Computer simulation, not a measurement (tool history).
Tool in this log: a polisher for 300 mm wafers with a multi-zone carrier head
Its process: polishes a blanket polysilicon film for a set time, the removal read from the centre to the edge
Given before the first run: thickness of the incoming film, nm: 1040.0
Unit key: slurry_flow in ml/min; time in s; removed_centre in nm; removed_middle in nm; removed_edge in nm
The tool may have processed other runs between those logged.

run    day  slurry_flow  centre_zone  middle_zone  edge_zone  time  removed_centre  removed_middle  removed_edge
  1  0.000          235         1.00         1.00       1.00    64          287.32          289.31        298.98
  2  0.054          230         0.98         0.99       0.99    62          272.63          272.39        275.34
  3  0.175          230         0.95         0.99       0.99    62          269.01          277.61        288.76
  4  0.296          195         0.95         0.99       0.99    62          255.31          265.36        282.63
  5  0.483          190         0.93         0.99       0.98    61          248.70          264.55        267.38
  6  0.762          190         0.93         0.99       0.93    61          242.34          261.45        271.22
  7  0.883          190         0.93         0.99       0.93    61          250.36          262.17        271.20
  8  1.075          185         0.92         0.99       0.93    60          244.29          262.90        255.72
  9  1.312          180         0.91         0.98       0.95    59          232.19          245.91        255.90
 10  1.600          175         0.90         0.98       0.95    59          233.53          243.89        255.67
 11  1.638          170         0.89         0.99       0.96    58          223.52          247.15        251.40
 12  1.658          165         0.88         0.98       0.96    58          222.21          240.50        250.23

For run 13, what comes out?
 13  2.017          160         0.87         0.98       0.96    58               ?               ?             ?

removed_centre: 211.71 nm
removed_middle: 241.60 nm
removed_edge: 245.19 nm
